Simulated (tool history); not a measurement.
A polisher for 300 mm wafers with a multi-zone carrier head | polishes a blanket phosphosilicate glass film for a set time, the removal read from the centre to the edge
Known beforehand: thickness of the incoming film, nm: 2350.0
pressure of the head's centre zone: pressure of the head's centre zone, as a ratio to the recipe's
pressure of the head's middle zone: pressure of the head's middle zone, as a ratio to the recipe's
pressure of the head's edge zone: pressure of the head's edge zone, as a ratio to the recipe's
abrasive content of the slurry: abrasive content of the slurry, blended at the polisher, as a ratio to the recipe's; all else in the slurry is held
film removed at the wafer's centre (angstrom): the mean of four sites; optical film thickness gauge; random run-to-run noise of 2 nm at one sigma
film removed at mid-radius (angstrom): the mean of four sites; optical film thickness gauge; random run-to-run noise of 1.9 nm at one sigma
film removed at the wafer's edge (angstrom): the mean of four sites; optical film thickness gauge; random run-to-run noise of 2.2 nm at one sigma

run,day,flow of slurry (ml/min),pressure of the head's centre zone,pressure of the head's middle zone,pressure of the head's edge zone,abrasive content of the slurry,polishing time (s),film removed at the wafer's centre (angstrom),film removed at mid-radius (angstrom),film removed at the wafer's edge (angstrom)
1,0.000,305,1.00,1.00,1.00,1.00,58,2505.9,2450.4,2382.8
2,0.338,305,1.00,0.92,1.00,1.00,58,2460.8,2280.8,2448.4
3,0.600,300,0.95,0.92,0.97,0.95,58,2311.5,2230.8,2388.3
4,0.625,270,0.95,0.92,0.97,0.95,58,2327.2,2260.4,2382.7
5,0.854,265,0.92,0.93,0.96,0.90,58,2204.5,2231.5,2278.5
6,0.900,265,0.92,0.93,0.96,0.70,58,2068.4,2052.6,2108.7
7,0.996,265,0.90,0.94,0.97,0.70,58,2005.5,2023.5,2148.7

Run 8 has not been measured yet. What should we expect?
8,1.358,285,0.88,1.04,0.97,0.70,58,?,?,?

{"run 8": {"film removed at the wafer's centre (angstrom)": 1979.9, "film removed at mid-radius (angstrom)": 2268.0, "film removed at the wafer's edge (angstrom)": 2146.4}}
